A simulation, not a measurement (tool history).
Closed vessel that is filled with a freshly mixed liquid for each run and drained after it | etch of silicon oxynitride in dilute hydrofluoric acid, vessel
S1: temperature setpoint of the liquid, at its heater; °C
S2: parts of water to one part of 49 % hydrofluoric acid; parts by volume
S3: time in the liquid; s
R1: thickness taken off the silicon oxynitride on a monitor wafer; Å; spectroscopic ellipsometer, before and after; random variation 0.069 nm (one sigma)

| run | day | S1 | S2 | S3 | R1 |
|---|---|---|---|---|---|
| 1 | 0 | 21 | 225 | 620 | 95.836 |
| 2 | 0.088 | 20.5 | 225 | 620 | 92.611 |
| 3 | 0.379 | 22.5 | 225 | 620 | 103.14 |
| 4 | 0.596 | 21.5 | 225 | 620 | 98.435 |
| 5 | 0.979 | 20.5 | 225 | 620 | 94.515 |
| 6 | 1.296 | 20.5 | 225 | 665 | 100.21 |
| 7 | 1.479 | 20 | 225 | 665 | 98.08 |
| 8 | 1.521 | 19.5 | 225 | 665 | 95.44 |
| 9 | 1.862 | 19 | 225 | 665 | 93.058 |

Forecast run 10:
| 10 | 1.996 | 18.5 | 225 | 665 | ? |

{"run 10": {"R1": 92.768}}
